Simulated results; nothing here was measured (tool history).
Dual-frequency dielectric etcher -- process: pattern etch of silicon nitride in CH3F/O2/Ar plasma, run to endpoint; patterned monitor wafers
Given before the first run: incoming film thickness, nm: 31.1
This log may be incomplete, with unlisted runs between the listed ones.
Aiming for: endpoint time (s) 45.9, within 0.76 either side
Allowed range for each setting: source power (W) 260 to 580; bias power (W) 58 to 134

{"run": 1, "hour": 0.0, "source power (W)": 420, "bias power (W)": 96, "endpoint time (s)": 40.302}
{"run": 2, "hour": 4.3, "source power (W)": 400, "bias power (W)": 95, "endpoint time (s)": 41.149}
{"run": 3, "hour": 8.1, "source power (W)": 440, "bias power (W)": 95, "endpoint time (s)": 39.619}
{"run": 4, "hour": 9.7, "source power (W)": 440, "bias power (W)": 83, "endpoint time (s)": 41.74}
{"run": 5, "hour": 14.3, "source power (W)": 420, "bias power (W)": 82, "endpoint time (s)": 42.501}
{"run": 6, "hour": 18.2, "source power (W)": 420, "bias power (W)": 76, "endpoint time (s)": 43.53}
{"run": 7, "hour": 26.0, "source power (W)": 410, "bias power (W)": 76, "endpoint time (s)": 43.946}
{"run": 8, "hour": 32.9, "source power (W)": 400, "bias power (W)": 76, "endpoint time (s)": 44.111}
{"run": 9, "hour": 36.9, "source power (W)": 390, "bias power (W)": 76, "endpoint time (s)": 44.798}

Exactly one of the 5 candidate moves below puts every result within its allowed miss. Which one?
{"run": "A", "hour": 40.9, "source power (W)": 440, "bias power (W)": 73, "endpoint time (s)": "?"}
{"run": "B", "hour": 40.9, "source power (W)": 430, "bias power (W)": 69, "endpoint time (s)": "?"}
{"run": "C", "hour": 40.9, "source power (W)": 350, "bias power (W)": 79, "endpoint time (s)": "?"}
{"run": "D", "hour": 40.9, "source power (W)": 340, "bias power (W)": 74, "endpoint time (s)": "?"}
{"run": "E", "hour": 40.9, "source power (W)": 390, "bias power (W)": 82, "endpoint time (s)": "?"}

move=A endpoint_time_(s)=43.367
move=B endpoint_time_(s)=44.559
move=C endpoint_time_(s)=45.992
move=D endpoint_time_(s)=47.533
move=E endpoint_time_(s)=43.625
A: moves away from the targets compared with the last run
B: moves away from the targets compared with the last run
C: all results in spec
D: pushes the last run's worst result past its target
E: moves away from the targets compared with the last run
Correct choice: C, which meets every target
